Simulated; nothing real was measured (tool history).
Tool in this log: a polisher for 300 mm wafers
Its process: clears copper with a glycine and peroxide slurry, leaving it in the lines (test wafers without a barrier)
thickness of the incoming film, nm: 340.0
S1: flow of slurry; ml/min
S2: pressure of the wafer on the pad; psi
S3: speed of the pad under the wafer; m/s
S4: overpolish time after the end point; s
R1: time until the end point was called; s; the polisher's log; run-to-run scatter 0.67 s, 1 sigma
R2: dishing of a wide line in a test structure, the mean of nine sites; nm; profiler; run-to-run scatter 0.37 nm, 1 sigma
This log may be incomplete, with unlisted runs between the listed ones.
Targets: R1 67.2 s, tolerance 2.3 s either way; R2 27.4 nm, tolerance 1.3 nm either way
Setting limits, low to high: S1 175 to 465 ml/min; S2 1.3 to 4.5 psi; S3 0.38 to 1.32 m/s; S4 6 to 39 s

| run | hour | S1 | S2 | S3 | S4 | R1 | R2 |
|---|---|---|---|---|---|---|---|
| 1 | 0 | 295 | 2.9 | 0.84 | 20 | 64.783 | 33.921 |
| 2 | 8.1 | 295 | 2.9 | 0.84 | 26 | 65.066 | 33.963 |
| 3 | 13.4 | 295 | 2.9 | 1.02 | 26 | 57.076 | 35.008 |
| 4 | 15.1 | 295 | 2.9 | 0.84 | 26 | 65.487 | 34.909 |
| 5 | 16.5 | 295 | 2.9 | 0.84 | 23 | 65.643 | 34.095 |
| 6 | 23.5 | 295 | 3.3 | 0.84 | 23 | 58.268 | 35.064 |
| 7 | 32.1 | 285 | 3.2 | 0.88 | 21 | 58.512 | 34.637 |
| 8 | 35.4 | 300 | 3 | 0.92 | 19 | 60.348 | 32.985 |
| 9 | 36.1 | 305 | 2.6 | 0.94 | 9 | 67.577 | 23.153 |
| 10 | 42.7 | 305 | 2.6 | 0.94 | 10 | 66.379 | 24.931 |

Exactly one of the 5 candidate moves below puts every result within its allowed miss. Which one?
| A | 49.3 | 320 | 2.9 | 0.82 | 18 | ? | ? |
| B | 49.3 | 225 | 2.7 | 1.06 | 11 | ? | ? |
| C | 49.3 | 310 | 2.5 | 0.96 | 12 | ? | ? |
| D | 49.3 | 315 | 3.4 | 0.72 | 15 | ? | ? |
| E | 49.3 | 290 | 3.5 | 0.74 | 16 | ? | ? |

| move | R1 | R2 |
|---|---|---|
| A | 65.569 | 32.654 |
| B | 59.585 | 27.611 |
| C | 66.375 | 27.611 |
| D | 63.091 | 31.227 |
| E | 60.848 | 32.197 |
A: the result that was furthest off in the last run now lies on the other side of its target
B: brings the last run's worst result on target, with another outside its allowed miss
C: meets every target
D: the result that was furthest off in the last run now lies on the other side of its target
E: the result that was furthest off in the last run now lies on the other side of its target
Go with C: it meets all targets.
